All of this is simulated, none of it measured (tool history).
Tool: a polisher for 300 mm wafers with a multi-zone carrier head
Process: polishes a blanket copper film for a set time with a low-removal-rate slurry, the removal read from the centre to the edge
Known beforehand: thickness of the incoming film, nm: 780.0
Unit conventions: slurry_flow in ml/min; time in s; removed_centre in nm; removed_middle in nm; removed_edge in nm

Run 1, hour 0: slurry_flow 265 ml/min, centre_zone 1, middle_zone 1, edge_zone 1, slurry_solids 1, time 59 s. Result: removed_centre 301.34 nm, removed_middle 302.35 nm, removed_edge 300.69 nm.
Run 2, hour 7.5: slurry_flow 265 ml/min, centre_zone 1.04, middle_zone 1, edge_zone 1, slurry_solids 1, time 59 s. Result: removed_centre 316.34 nm, removed_middle 304.56 nm, removed_edge 296.05 nm.
Run 3, hour 15.2: slurry_flow 265 ml/min, centre_zone 1.1, middle_zone 1, edge_zone 1, slurry_solids 1, time 59 s. Result: removed_centre 332.08 nm, removed_middle 305.21 nm, removed_edge 291.02 nm.
Run 4, hour 19.9: slurry_flow 280 ml/min, centre_zone 1.12, middle_zone 1, edge_zone 1.05, slurry_solids 1.15, time 62 s. Result: removed_centre 368.99 nm, removed_middle 326.41 nm, removed_edge 320.27 nm.
Run 5, hour 23.8: slurry_flow 280 ml/min, centre_zone 1.12, middle_zone 1, edge_zone 1.1, slurry_solids 1.15, time 62 s. Result: removed_centre 368.7 nm, removed_middle 323.41 nm, removed_edge 337.3 nm.
Run 6, hour 28.4: slurry_flow 280 ml/min, centre_zone 1.05, middle_zone 1, edge_zone 1.1, slurry_solids 1.15, time 62 s. Result: removed_centre 344.92 nm, removed_middle 322.56 nm, removed_edge 329.14 nm.
Run 7, hour 30.3: slurry_flow 275 ml/min, centre_zone 1.07, middle_zone 1.01, edge_zone 1.12, slurry_solids 1.25, time 65 s. Result: removed_centre 372.22 nm, removed_middle 343.86 nm, removed_edge 343.23 nm.

Run 8 comes next. What will it give?
Run 8, hour 32.2: slurry_flow 300 ml/min, centre_zone 1.09, middle_zone 1.02, edge_zone 1.14, slurry_solids 1.25, time 67 s. Result: removed_centre ?, removed_middle ?, removed_edge ?.

{"run 8": {"removed_centre": 398, "removed_middle": 361.79, "removed_edge": 360.36}}

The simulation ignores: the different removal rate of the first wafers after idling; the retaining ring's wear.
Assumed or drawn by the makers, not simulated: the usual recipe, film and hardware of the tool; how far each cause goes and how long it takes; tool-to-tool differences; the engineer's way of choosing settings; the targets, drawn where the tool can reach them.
